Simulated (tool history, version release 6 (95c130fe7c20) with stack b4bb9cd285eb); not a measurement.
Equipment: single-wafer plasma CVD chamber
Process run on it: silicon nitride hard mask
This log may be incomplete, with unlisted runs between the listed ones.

| run | hour | heater temperature setpoint (°C) | chamber pressure (Pa) | RF power (kW) | deposition time (s) | mean film thickness on the monitor wafer (nm) |
|---|---|---|---|---|---|---|
| 1 | 0.0 | 420 | 151 | 0.260 | 45.5 | 45.345 |
| 2 | 6.1 | 420 | 140 | 0.250 | 45.5 | 42.604 |
| 3 | 14.8 | 420 | 131 | 0.245 | 45.5 | 41.017 |
| 4 | 22.0 | 420 | 123 | 0.240 | 45.5 | 39.679 |
| 5 | 28.2 | 420 | 123 | 0.275 | 45.5 | 45.106 |
| 6 | 32.2 | 427 | 123 | 0.275 | 45.5 | 45.095 |
| 7 | 39.0 | 427 | 116 | 0.265 | 45.5 | 42.866 |
| 8 | 43.1 | 427 | 111 | 0.255 | 45.5 | 40.971 |
| 9 | 48.4 | 427 | 111 | 0.255 | 45.5 | 40.783 |
| 10 | 52.3 | 427 | 107 | 0.250 | 45.5 | 39.589 |
| 11 | 56.5 | 427 | 104 | 0.245 | 45.5 | 38.420 |
| 12 | 59.4 | 427 | 101 | 0.240 | 45.5 | 37.411 |
| 13 | 60.5 | 427 | 99 | 0.240 | 45.5 | 37.234 |
| 14 | 65.1 | 427 | 97 | 0.240 | 45.5 | 37.040 |

Run 15, settings as shown, results not yet in. Your forecast:
| 15 | 73.8 | 427 | 96 | 0.240 | 45.5 | ? |

Run 15 came out at mean film thickness on the monitor wafer (nm) 37.090.
